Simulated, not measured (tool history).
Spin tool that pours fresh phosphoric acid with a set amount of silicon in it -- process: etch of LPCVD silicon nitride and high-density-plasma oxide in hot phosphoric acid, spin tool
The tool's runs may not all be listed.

run,day,temperature setpoint of the liquid (°C),silicon dissolved in the acid as it is poured (mg a litre),time under the liquid (s),thickness taken off the LPCVD silicon nitride on a monitor wafer (nm),thickness taken off the high-density-plasma oxide on a monitor wafer (nm)
1,0.000,159.0,28.0,180,17.505,0.24459
2,0.312,157.5,28.0,180,16.441,0.20209
3,0.621,157.5,31.5,170,15.617,0.17607
4,0.942,158.5,31.5,170,16.158,0.24357
5,1.317,158.5,31.5,115,11.043,0.15044
6,1.679,158.5,31.5,175,16.725,0.19567
7,1.721,158.0,35.0,165,15.466,0.12084
8,2.050,158.0,35.5,160,15.186,0.12099
9,2.208,158.0,36.0,155,14.499,0.15095
10,2.579,157.5,38.5,150,13.960,0.11116
11,2.846,157.5,39.5,145,13.451,0.11358
12,3.046,157.5,41.0,145,13.324,0.13075
13,3.388,157.5,41.0,145,13.267,0.10636

Run 14, settings as shown, results not yet in. Your forecast:
14,3.500,157.5,42.0,145,?,?

{"run 14": {"thickness taken off the LPCVD silicon nitride on a monitor wafer (nm)": 13.351, "thickness taken off the high-density-plasma oxide on a monitor wafer (nm)": 0.10016}}
